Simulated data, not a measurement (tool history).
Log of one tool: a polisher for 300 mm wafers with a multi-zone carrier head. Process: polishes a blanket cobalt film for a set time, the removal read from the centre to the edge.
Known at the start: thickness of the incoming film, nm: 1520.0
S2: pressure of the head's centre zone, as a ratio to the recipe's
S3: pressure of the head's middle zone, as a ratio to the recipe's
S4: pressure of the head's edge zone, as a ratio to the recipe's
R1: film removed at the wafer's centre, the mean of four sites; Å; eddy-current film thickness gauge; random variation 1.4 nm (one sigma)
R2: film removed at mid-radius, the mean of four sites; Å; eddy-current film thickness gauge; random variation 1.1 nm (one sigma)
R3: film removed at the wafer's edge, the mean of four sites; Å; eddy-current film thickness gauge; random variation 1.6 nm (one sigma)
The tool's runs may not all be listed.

{"run": 1, "hour": 0.0, "flow of slurry (ml/min)": 175, "S2": 1.0, "S3": 1.0, "S4": 1.0, "polishing time (s)": 62, "R1": 2021.1, "R2": 2006.0, "R3": 1944.7}
{"run": 2, "hour": 2.6, "flow of slurry (ml/min)": 165, "S2": 0.98, "S3": 0.99, "S4": 1.01, "polishing time (s)": 62, "R1": 1963.4, "R2": 1969.8, "R3": 1942.3}
{"run": 3, "hour": 6.7, "flow of slurry (ml/min)": 160, "S2": 0.96, "S3": 0.98, "S4": 1.02, "polishing time (s)": 62, "R1": 1936.2, "R2": 1914.6, "R3": 1956.7}
{"run": 4, "hour": 11.6, "flow of slurry (ml/min)": 160, "S2": 0.96, "S3": 0.94, "S4": 1.02, "polishing time (s)": 62, "R1": 1936.7, "R2": 1866.2, "R3": 1959.2}
{"run": 5, "hour": 14.2, "flow of slurry (ml/min)": 190, "S2": 0.96, "S3": 0.94, "S4": 1.02, "polishing time (s)": 62, "R1": 1983.2, "R2": 1930.7, "R3": 1959.5}
{"run": 6, "hour": 17.8, "flow of slurry (ml/min)": 225, "S2": 0.96, "S3": 0.94, "S4": 1.02, "polishing time (s)": 62, "R1": 2029.4, "R2": 1971.0, "R3": 2013.3}
{"run": 7, "hour": 25.4, "flow of slurry (ml/min)": 215, "S2": 0.94, "S3": 0.93, "S4": 1.02, "polishing time (s)": 62, "R1": 1948.8, "R2": 1931.7, "R3": 1998.3}

Run 8 comes next. What will it give?
{"hour": 30.8, "done": "edge zone pressure recalibrated"}
{"run": 8, "hour": 30.8, "flow of slurry (ml/min)": 205, "S2": 0.92, "S3": 0.92, "S4": 1.02, "polishing time (s)": 62, "R1": "?", "R2": "?", "R3": "?"}

R1: 1926.1 Å
R2: 1898.9 Å
R3: 2106.5 Å
